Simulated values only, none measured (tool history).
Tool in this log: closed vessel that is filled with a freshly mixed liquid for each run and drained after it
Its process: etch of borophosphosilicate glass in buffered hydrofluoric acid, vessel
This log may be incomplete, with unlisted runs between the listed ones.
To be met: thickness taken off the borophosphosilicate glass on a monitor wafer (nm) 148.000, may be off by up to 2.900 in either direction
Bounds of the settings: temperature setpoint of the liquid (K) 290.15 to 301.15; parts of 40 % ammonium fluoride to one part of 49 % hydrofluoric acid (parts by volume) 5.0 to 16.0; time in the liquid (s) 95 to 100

run  hour  temperature setpoint of the liquid (K)  parts of 40 % ammonium fluoride to one part of 49 % hydrofluoric acid (parts by volume)  time in the liquid (s)  thickness taken off the borophosphosilicate glass on a monitor wafer (nm)
  1   0.0                                  293.15                                                                                      9.5                      95                                                                     94.875
  2   6.2                                  295.15                                                                                      9.5                      95                                                                    106.470
  3   8.1                                  295.15                                                                                     12.0                      95                                                                     84.461
  4  14.9                                  295.15                                                                                     10.0                      95                                                                    101.500
  5  22.8                                  296.15                                                                                     10.0                      95                                                                    106.680
  6  28.5                                  297.15                                                                                     10.0                      95                                                                    111.440
  7  34.0                                  298.15                                                                                     10.0                      95                                                                    119.080
  8  38.0                                  298.65                                                                                     10.0                      95                                                                    122.210
  9  39.5                                  299.15                                                                                     10.0                      95                                                                    125.720
 10  47.1                                  299.65                                                                                     10.0                      95                                                                    129.670
 11  54.3                                  300.15                                                                                     10.0                      95                                                                    132.570
     60.5  -- hydrofluoric acid flow meter replaced
 12  60.5                                  300.65                                                                                      9.5                      95                                                                    157.800

Which one of the following 4 next-run settings gets every result inside its allowed miss? There is exactly one.
  A  66.7                                  299.65                                                                                      8.5                     100                                                                          ?
  B  66.7                                  300.65                                                                                      9.5                     100                                                                          ?
  C  66.7                                  299.15                                                                                     10.0                     100                                                                          ?
  D  66.7                                  301.15                                                                                      9.5                      95                                                                          ?

move  thickness taken off the borophosphosilicate glass on a monitor wafer (nm)
   A                                                                    173.190
   B                                                                    165.720
   C                                                                    148.140
   D                                                                    161.640
A: the biggest miss grows against the last run
B: the biggest miss grows against the last run
C: each result inside its tolerance
D: the biggest miss grows against the last run
C meets every target.
